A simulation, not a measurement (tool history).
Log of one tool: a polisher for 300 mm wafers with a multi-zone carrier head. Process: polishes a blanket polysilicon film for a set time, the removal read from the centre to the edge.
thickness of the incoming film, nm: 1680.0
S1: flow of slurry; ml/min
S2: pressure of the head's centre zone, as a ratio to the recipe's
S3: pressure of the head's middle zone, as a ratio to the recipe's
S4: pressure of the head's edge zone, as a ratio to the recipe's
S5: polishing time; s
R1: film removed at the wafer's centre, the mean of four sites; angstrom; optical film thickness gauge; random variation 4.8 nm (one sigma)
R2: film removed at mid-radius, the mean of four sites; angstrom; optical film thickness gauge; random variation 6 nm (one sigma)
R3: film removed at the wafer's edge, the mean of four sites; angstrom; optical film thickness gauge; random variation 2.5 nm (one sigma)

run  hour   S1    S2    S3    S4   S5      R1      R2      R3
  1   0.0  205  1.00  1.00  1.00   85  5241.9  5258.6  5220.9
  2   7.0  205  1.01  1.01  0.97   82  5030.3  5099.0  4941.0
  3   9.9  185  1.01  1.01  0.97   82  4983.3  5094.3  4908.4
  4  15.1  185  1.01  1.01  0.97  103  6352.4  6343.1  6180.3
  5  23.0  185  1.03  1.02  0.95   97  5910.9  6113.1  5733.7
  6  28.9  185  1.03  1.05  0.95   97  6002.2  6207.8  5709.5
  7  33.0  185  1.05  1.05  0.93   91  5741.2  5823.1  5380.4

The next listed run, before its measurement:
  8  34.2  190  1.06  1.06  0.91  86   ?   ?   ?

{"run 8": {"R1": 5408.5, "R2": 5522.2, "R3": 4973.2}}
